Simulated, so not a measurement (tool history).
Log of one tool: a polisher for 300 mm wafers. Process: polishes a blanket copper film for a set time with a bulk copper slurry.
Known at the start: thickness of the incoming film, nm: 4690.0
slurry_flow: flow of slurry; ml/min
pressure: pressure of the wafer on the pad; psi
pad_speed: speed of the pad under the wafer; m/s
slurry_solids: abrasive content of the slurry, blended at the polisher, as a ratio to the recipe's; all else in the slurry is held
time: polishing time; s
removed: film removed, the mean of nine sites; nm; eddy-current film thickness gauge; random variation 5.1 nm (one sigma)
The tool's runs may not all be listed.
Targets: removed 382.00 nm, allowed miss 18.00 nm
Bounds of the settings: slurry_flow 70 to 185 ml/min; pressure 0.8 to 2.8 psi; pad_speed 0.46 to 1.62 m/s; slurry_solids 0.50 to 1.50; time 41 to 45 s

{"run": 1, "hour": 0.0, "slurry_flow": 120, "pressure": 1.8, "pad_speed": 1.04, "slurry_solids": 1.0, "time": 45, "removed": 291.13}
{"run": 2, "hour": 1.9, "slurry_flow": 120, "pressure": 1.8, "pad_speed": 1.04, "slurry_solids": 1.0, "time": 41, "removed": 266.56}
{"run": 3, "hour": 6.4, "slurry_flow": 120, "pressure": 1.9, "pad_speed": 1.04, "slurry_solids": 1.0, "time": 41, "removed": 281.74}
{"run": 4, "hour": 8.1, "slurry_flow": 120, "pressure": 1.9, "pad_speed": 0.86, "slurry_solids": 1.0, "time": 41, "removed": 241.18}
{"run": 5, "hour": 8.7, "slurry_flow": 120, "pressure": 1.9, "pad_speed": 0.66, "slurry_solids": 1.0, "time": 41, "removed": 194.93}
{"run": 6, "hour": 10.2, "slurry_flow": 120, "pressure": 1.9, "pad_speed": 0.66, "slurry_solids": 1.0, "time": 45, "removed": 217.54}
{"run": 7, "hour": 14.5, "slurry_flow": 120, "pressure": 2.0, "pad_speed": 0.66, "slurry_solids": 1.0, "time": 45, "removed": 227.58}
{"run": 8, "hour": 17.0, "slurry_flow": 120, "pressure": 2.1, "pad_speed": 0.66, "slurry_solids": 1.0, "time": 45, "removed": 233.1}
{"run": 9, "hour": 19.4, "slurry_flow": 120, "pressure": 2.2, "pad_speed": 0.68, "slurry_solids": 1.0, "time": 45, "removed": 252.46}
{"run": 10, "hour": 23.7, "slurry_flow": 120, "pressure": 2.3, "pad_speed": 0.7, "slurry_solids": 1.0, "time": 45, "removed": 267.65}

Which of these 4 next moves meets every target?
{"run": "A", "hour": 28.0, "slurry_flow": 115, "pressure": 2.3, "pad_speed": 0.9, "slurry_solids": 1.05, "time": 45, "removed": "?"}
{"run": "B", "hour": 28.0, "slurry_flow": 100, "pressure": 2.1, "pad_speed": 0.66, "slurry_solids": 1.0, "time": 41, "removed": "?"}
{"run": "C", "hour": 28.0, "slurry_flow": 95, "pressure": 2.7, "pad_speed": 0.92, "slurry_solids": 1.15, "time": 45, "removed": "?"}
{"run": "D", "hour": 28.0, "slurry_flow": 115, "pressure": 2.2, "pad_speed": 0.7, "slurry_solids": 0.95, "time": 41, "removed": "?"}

move=A removed=320.04
move=B removed=202.63
move=C removed=368.60
move=D removed=226.91
A: nearer than the last run, and not there yet
B: further off than the last run
C: meets every target
D: further off than the last run
Answer: C
